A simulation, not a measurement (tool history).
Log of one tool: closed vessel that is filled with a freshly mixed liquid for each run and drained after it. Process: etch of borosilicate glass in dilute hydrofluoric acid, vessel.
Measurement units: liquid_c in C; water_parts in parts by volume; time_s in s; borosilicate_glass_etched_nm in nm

{"run": 1, "hour": 0.0, "liquid_c": 24, "water_parts": 155, "time_s": 135, "borosilicate_glass_etched_nm": 34.4}
{"run": 2, "hour": 4.0, "liquid_c": 24, "water_parts": 155, "time_s": 135, "borosilicate_glass_etched_nm": 34.121}
{"run": 3, "hour": 5.0, "liquid_c": 25.5, "water_parts": 135, "time_s": 135, "borosilicate_glass_etched_nm": 43.19}
{"run": 4, "hour": 9.0, "liquid_c": 27.5, "water_parts": 135, "time_s": 135, "borosilicate_glass_etched_nm": 45.473}
{"run": 5, "hour": 12.0, "liquid_c": 28.5, "water_parts": 120, "time_s": 135, "borosilicate_glass_etched_nm": 54.817}
{"run": 6, "hour": 14.7, "liquid_c": 29, "water_parts": 110, "time_s": 135, "borosilicate_glass_etched_nm": 61.57}
{"run": 7, "hour": 22.4, "liquid_c": 32, "water_parts": 60, "time_s": 135, "borosilicate_glass_etched_nm": 135.8}
{"run": 8, "hour": 28.4, "liquid_c": 31, "water_parts": 60, "time_s": 135, "borosilicate_glass_etched_nm": 130.82}

What will run 9 give?
{"run": 9, "hour": 32.4, "liquid_c": 30, "water_parts": 60, "time_s": 135, "borosilicate_glass_etched_nm": "?"}

borosilicate_glass_etched_nm: 125.98 nm

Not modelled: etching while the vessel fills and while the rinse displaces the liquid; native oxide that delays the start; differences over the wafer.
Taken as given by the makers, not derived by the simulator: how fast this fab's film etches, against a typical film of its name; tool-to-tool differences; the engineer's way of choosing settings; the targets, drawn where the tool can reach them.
